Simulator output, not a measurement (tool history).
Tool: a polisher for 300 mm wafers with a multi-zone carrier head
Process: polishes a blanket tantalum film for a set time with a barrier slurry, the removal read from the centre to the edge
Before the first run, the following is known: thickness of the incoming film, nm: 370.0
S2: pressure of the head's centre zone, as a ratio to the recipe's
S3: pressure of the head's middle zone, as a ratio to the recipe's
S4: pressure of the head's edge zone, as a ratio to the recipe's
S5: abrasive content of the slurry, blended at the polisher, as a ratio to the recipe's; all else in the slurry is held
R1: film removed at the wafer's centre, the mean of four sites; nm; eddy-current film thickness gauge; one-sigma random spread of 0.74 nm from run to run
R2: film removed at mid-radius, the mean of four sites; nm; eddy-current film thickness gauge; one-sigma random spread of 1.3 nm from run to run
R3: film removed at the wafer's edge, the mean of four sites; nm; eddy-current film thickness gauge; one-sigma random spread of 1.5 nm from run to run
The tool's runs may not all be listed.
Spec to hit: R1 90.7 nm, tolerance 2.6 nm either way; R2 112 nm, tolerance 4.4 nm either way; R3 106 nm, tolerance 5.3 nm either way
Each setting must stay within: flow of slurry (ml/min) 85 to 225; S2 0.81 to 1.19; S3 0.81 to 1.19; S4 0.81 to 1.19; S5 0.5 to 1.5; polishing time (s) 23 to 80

run 1 hour=0 | flow_of_slurry_(ml/min)=145 S2=1 S3=1 S4=1 S5=1 polishing_time_(s)=51 | R1=101.83 R2=104.73 R3=103.18
run 2 hour=1.8 | flow_of_slurry_(ml/min)=145 S2=1 S3=1 S4=1 S5=1 polishing_time_(s)=59 | R1=118.88 R2=120.84 R3=117.51
run 3 hour=5.7 | flow_of_slurry_(ml/min)=145 S2=0.92 S3=1 S4=1 S5=1 polishing_time_(s)=59 | R1=110.13 R2=121.7 R3=122.29
run 4 hour=10.9 | flow_of_slurry_(ml/min)=145 S2=0.92 S3=1.07 S4=1 S5=1 polishing_time_(s)=59 | R1=111.9 R2=124.46 R3=120.98
run 5 hour=17.6 | flow_of_slurry_(ml/min)=145 S2=0.92 S3=1.07 S4=1.06 S5=1 polishing_time_(s)=59 | R1=109.52 R2=125.86 R3=118.01
run 6 hour=20.8 | flow_of_slurry_(ml/min)=140 S2=0.91 S3=1.07 S4=1.07 S5=1 polishing_time_(s)=59 | R1=108.05 R2=123.84 R3=124.79
run 7 hour=25 | flow_of_slurry_(ml/min)=140 S2=0.9 S3=1.08 S4=1.06 S5=0.95 polishing_time_(s)=59 | R1=105.11 R2=122.47 R3=121.6
run 8 hour=31.7 | flow_of_slurry_(ml/min)=140 S2=0.9 S3=1.09 S4=1.06 S5=0.9 polishing_time_(s)=59 | R1=104.53 R2=122.04 R3=117.71
run 9 hour=34.2 | flow_of_slurry_(ml/min)=140 S2=0.9 S3=1.09 S4=1.06 S5=0.85 polishing_time_(s)=59 | R1=101.97 R2=122.39 R3=120.01
run 10 hour=40.7 | flow_of_slurry_(ml/min)=135 S2=0.92 S3=1.12 S4=1.03 S5=0.7 polishing_time_(s)=57 | R1=95.387 R2=111.27 R3=104.45

Exactly one of the 4 candidate moves below puts every result within its allowed miss. Which one?
run A hour=47.2 | flow_of_slurry_(ml/min)=155 S2=0.94 S3=1.08 S4=1.01 S5=0.75 polishing_time_(s)=55 | R1=? R2=? R3=?
run B hour=47.2 | flow_of_slurry_(ml/min)=120 S2=0.95 S3=1.08 S4=1.03 S5=0.65 polishing_time_(s)=59 | R1=? R2=? R3=?
run C hour=47.2 | flow_of_slurry_(ml/min)=130 S2=0.87 S3=1.13 S4=1.05 S5=0.75 polishing_time_(s)=56 | R1=? R2=? R3=?
run D hour=47.2 | flow_of_slurry_(ml/min)=125 S2=0.94 S3=1.14 S4=1.09 S5=0.55 polishing_time_(s)=62 | R1=? R2=? R3=?

move=A R1=98.861 R2=113.03 R3=104.61
move=B R1=99.532 R2=113.05 R3=106.31
move=C R1=90.948 R2=116 R3=106.36
move=D R1=99.219 R2=117.73 R3=109.02
A: further off than the last run
B: further off than the last run
C: every result within its allowed miss
D: further off than the last run
Answer: C
